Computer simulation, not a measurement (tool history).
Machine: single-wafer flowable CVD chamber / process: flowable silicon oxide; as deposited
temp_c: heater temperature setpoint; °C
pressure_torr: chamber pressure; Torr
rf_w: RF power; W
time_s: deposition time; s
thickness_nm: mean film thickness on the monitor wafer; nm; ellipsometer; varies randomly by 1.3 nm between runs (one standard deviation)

Run 1, day 0: temp_c 100 °C, pressure_torr 0.812 Torr, rf_w 1555 W, time_s 366 s. Result: thickness_nm 202.86 nm.
Run 2, day 0.125: temp_c 93 °C, pressure_torr 0.813 Torr, rf_w 1555 W, time_s 366 s. Result: thickness_nm 256.86 nm.
Run 3, day 0.346: temp_c 89 °C, pressure_torr 0.814 Torr, rf_w 1555 W, time_s 366 s. Result: thickness_nm 292.91 nm.
Run 4, day 0.45: temp_c 98 °C, pressure_torr 0.814 Torr, rf_w 1555 W, time_s 366 s. Result: thickness_nm 218.74 nm.
Run 5, day 0.717: temp_c 98 °C, pressure_torr 0.814 Torr, rf_w 1555 W, time_s 347 s. Result: thickness_nm 205.93 nm.
Run 6, day 0.912: temp_c 92 °C, pressure_torr 0.815 Torr, rf_w 1555 W, time_s 347 s. Result: thickness_nm 250.91 nm.
Run 7, day 1.012: temp_c 80 °C, pressure_torr 0.817 Torr, rf_w 1555 W, time_s 347 s. Result: thickness_nm 364.01 nm.
Run 8, day 1.062: temp_c 79 °C, pressure_torr 0.817 Torr, rf_w 1555 W, time_s 347 s. Result: thickness_nm 372.13 nm.

Predict the results of run 9:
Run 9, day 1.188: temp_c 78 °C, pressure_torr 0.817 Torr, rf_w 1555 W, time_s 347 s. Result: thickness_nm ?.

Run 9 measured thickness_nm 383.09 nm.

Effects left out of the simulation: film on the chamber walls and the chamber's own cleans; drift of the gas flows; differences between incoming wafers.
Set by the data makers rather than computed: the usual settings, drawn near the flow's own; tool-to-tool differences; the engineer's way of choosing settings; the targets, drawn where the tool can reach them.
